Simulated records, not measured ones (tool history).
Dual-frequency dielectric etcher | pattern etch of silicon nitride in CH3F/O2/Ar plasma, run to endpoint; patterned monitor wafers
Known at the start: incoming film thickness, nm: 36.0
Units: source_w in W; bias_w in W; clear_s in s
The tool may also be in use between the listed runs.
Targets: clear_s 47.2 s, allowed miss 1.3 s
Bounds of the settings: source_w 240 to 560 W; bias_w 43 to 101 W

Run 1, day 0: source_w 400 W, bias_w 72 W. Result: clear_s 55.422 s.
Run 2, day 0.175: source_w 430 W, bias_w 75 W. Result: clear_s 53.942 s.
Run 3, day 0.433: source_w 430 W, bias_w 63 W. Result: clear_s 56.952 s.
Run 4, day 0.567: source_w 460 W, bias_w 69 W. Result: clear_s 53.816 s.
Run 5, day 0.746: source_w 460 W, bias_w 58 W. Result: clear_s 56.743 s.
Run 6, day 1: source_w 520 W, bias_w 58 W. Result: clear_s 54.468 s.
Run 7, day 1.121: source_w 530 W, bias_w 65 W. Result: clear_s 51.729 s.
Run 8, day 1.383: source_w 540 W, bias_w 69 W. Result: clear_s 50.074 s.
Run 9, day 1.517: source_w 550 W, bias_w 71 W. Result: clear_s 48.74 s.

5 next moves are on the table. One of them brings every result within its allowed miss. Which?
Run A, day 1.65: source_w 560 W, bias_w 64 W. Result: clear_s ?.
Run B, day 1.65: source_w 520 W, bias_w 71 W. Result: clear_s ?.
Run C, day 1.65: source_w 560 W, bias_w 66 W. Result: clear_s ?.
Run D, day 1.65: source_w 560 W, bias_w 79 W. Result: clear_s ?.
Run E, day 1.65: source_w 560 W, bias_w 67 W. Result: clear_s ?.

move  clear_s
   A   50.107
   B     49.8
   C    49.57
   D   46.489
   E   49.309
A: further off than the last run
B: further off than the last run
C: further off than the last run
D: meets every target
E: further off than the last run
Answer: D
